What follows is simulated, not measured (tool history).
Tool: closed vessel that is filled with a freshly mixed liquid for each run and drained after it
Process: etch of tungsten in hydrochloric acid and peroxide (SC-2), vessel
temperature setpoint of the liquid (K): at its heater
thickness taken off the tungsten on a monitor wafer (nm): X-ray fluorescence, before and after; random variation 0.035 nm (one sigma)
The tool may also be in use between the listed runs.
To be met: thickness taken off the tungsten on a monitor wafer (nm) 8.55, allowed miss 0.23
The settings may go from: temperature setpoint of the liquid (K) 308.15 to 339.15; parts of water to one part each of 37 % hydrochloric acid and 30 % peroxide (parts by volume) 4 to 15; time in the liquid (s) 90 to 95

run	hour	temperature setpoint of the liquid (K)	parts of water to one part each of 37 % hydrochloric acid and 30 % peroxide (parts by volume)	time in the liquid (s)	thickness taken off the tungsten on a monitor wafer (nm)
1	0	323.15	8.5	90	27.652
2	6.4	323.15	8.5	90	27.454
3	12.8	319.65	9	90	20.776
4	18.4	317.15	9.5	90	16.638
5	25.7	317.15	9.5	90	16.752
6	29.6	317.15	12.5	90	13.333
7	31.1	315.65	12.5	90	12.025
8	33.2	314.65	12.5	90	11.21
9	33.9	313.65	12.5	90	10.43
10	40.8	313.65	12.5	90	10.403
11	42.6	310.15	12.5	90	8.1278

Which of these 4 next moves meets every target?
A	44.4	308.15	10	90	?
B	44.4	308.15	11	90	?
C	44.4	309.15	12	90	?
D	44.4	308.15	11.5	90	?

move	thickness taken off the tungsten on a monitor wafer (nm)
A	8.437
B	7.788
C	7.78
D	7.4995
A: meets every target
B: further off than the last run
C: further off than the last run
D: further off than the last run
Answer: A
